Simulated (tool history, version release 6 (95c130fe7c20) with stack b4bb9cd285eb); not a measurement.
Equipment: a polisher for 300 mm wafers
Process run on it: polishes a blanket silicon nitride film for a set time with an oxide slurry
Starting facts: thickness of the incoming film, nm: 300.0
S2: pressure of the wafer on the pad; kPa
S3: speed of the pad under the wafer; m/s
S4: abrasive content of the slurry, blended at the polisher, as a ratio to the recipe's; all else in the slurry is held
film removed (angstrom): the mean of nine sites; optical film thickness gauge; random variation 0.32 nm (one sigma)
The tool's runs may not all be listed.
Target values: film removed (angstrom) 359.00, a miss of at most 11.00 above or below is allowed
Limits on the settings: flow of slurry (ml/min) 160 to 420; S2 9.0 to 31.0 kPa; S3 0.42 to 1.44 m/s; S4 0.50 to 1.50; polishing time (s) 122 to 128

Run 1, hour 0.0: flow of slurry (ml/min) 270, S2 20.0 kPa, S3 0.92 m/s, S4 1.00, polishing time (s) 122. Result: film removed (angstrom) 564.06.
Run 2, hour 4.8: flow of slurry (ml/min) 270, S2 18.6 kPa, S3 0.92 m/s, S4 1.00, polishing time (s) 122. Result: film removed (angstrom) 521.66.
Run 3, hour 5.5: flow of slurry (ml/min) 270, S2 20.0 kPa, S3 0.92 m/s, S4 1.00, polishing time (s) 122. Result: film removed (angstrom) 566.41.
Run 4, hour 12.3: flow of slurry (ml/min) 270, S2 18.6 kPa, S3 0.92 m/s, S4 1.00, polishing time (s) 122. Result: film removed (angstrom) 525.77.
Run 5, hour 17.6: flow of slurry (ml/min) 325, S2 18.6 kPa, S3 0.92 m/s, S4 1.00, polishing time (s) 122. Result: film removed (angstrom) 543.87.
Run 6, hour 18.5: flow of slurry (ml/min) 315, S2 17.2 kPa, S3 0.92 m/s, S4 1.00, polishing time (s) 122. Result: film removed (angstrom) 500.01.
Run 7, hour 27.6: flow of slurry (ml/min) 310, S2 16.5 kPa, S3 0.92 m/s, S4 1.00, polishing time (s) 122. Result: film removed (angstrom) 482.01.
Run 8, hour 36.4: flow of slurry (ml/min) 310, S2 16.5 kPa, S3 0.92 m/s, S4 1.00, polishing time (s) 122. Result: film removed (angstrom) 486.96.
Run 9, hour 37.1: flow of slurry (ml/min) 305, S2 11.0 kPa, S3 0.90 m/s, S4 1.00, polishing time (s) 122. Result: film removed (angstrom) 318.17.
Run 10, hour 43.4: flow of slurry (ml/min) 320, S2 11.0 kPa, S3 0.90 m/s, S4 1.00, polishing time (s) 122. Result: film removed (angstrom) 321.71.
Run 11, hour 48.7: flow of slurry (ml/min) 320, S2 11.0 kPa, S3 0.90 m/s, S4 1.00, polishing time (s) 122. Result: film removed (angstrom) 322.67.
Run 12, hour 57.1: flow of slurry (ml/min) 330, S2 11.0 kPa, S3 0.90 m/s, S4 1.00, polishing time (s) 122. Result: film removed (angstrom) 322.95.
Run 13, hour 65.7: flow of slurry (ml/min) 335, S2 11.0 kPa, S3 0.90 m/s, S4 1.00, polishing time (s) 122. Result: film removed (angstrom) 322.74.
Run 14, hour 74.7: flow of slurry (ml/min) 340, S2 11.0 kPa, S3 0.90 m/s, S4 1.00, polishing time (s) 122. Result: film removed (angstrom) 325.33.
Run 15, hour 80.9: flow of slurry (ml/min) 345, S2 11.0 kPa, S3 0.90 m/s, S4 1.00, polishing time (s) 122. Result: film removed (angstrom) 321.30.
Run 16, hour 85.6: flow of slurry (ml/min) 345, S2 11.7 kPa, S3 0.90 m/s, S4 1.00, polishing time (s) 122. Result: film removed (angstrom) 341.46.
Run 17, hour 89.6: flow of slurry (ml/min) 350, S2 11.7 kPa, S3 0.90 m/s, S4 1.00, polishing time (s) 122. Result: film removed (angstrom) 340.95.

Next run, 5 choices. One meets every target within its allowed miss, the rest don't. Which?
Run A, hour 93.6: flow of slurry (ml/min) 380, S2 17.9 kPa, S3 0.80 m/s, S4 0.75, polishing time (s) 128. Result: film removed (angstrom) ?.
Run B, hour 93.6: flow of slurry (ml/min) 325, S2 13.1 kPa, S3 0.86 m/s, S4 1.00, polishing time (s) 128. Result: film removed (angstrom) ?.
Run C, hour 93.6: flow of slurry (ml/min) 390, S2 12.4 kPa, S3 0.92 m/s, S4 1.00, polishing time (s) 128. Result: film removed (angstrom) ?.
Run D, hour 93.6: flow of slurry (ml/min) 315, S2 11.7 kPa, S3 0.90 m/s, S4 1.05, polishing time (s) 124. Result: film removed (angstrom) ?.
Run E, hour 93.6: flow of slurry (ml/min) 420, S2 17.9 kPa, S3 0.56 m/s, S4 1.00, polishing time (s) 128. Result: film removed (angstrom) ?.

move  film removed (angstrom)
   A                   388.53
   B                   382.72
   C                   389.25
   D                   356.17
   E                   374.35
A: the result that was furthest off in the last run now lies on the other side of its target
B: the result that was furthest off in the last run now lies on the other side of its target
C: the result that was furthest off in the last run now lies on the other side of its target
D: all results in spec
E: the result that was furthest off in the last run now lies on the other side of its target
D meets every target.
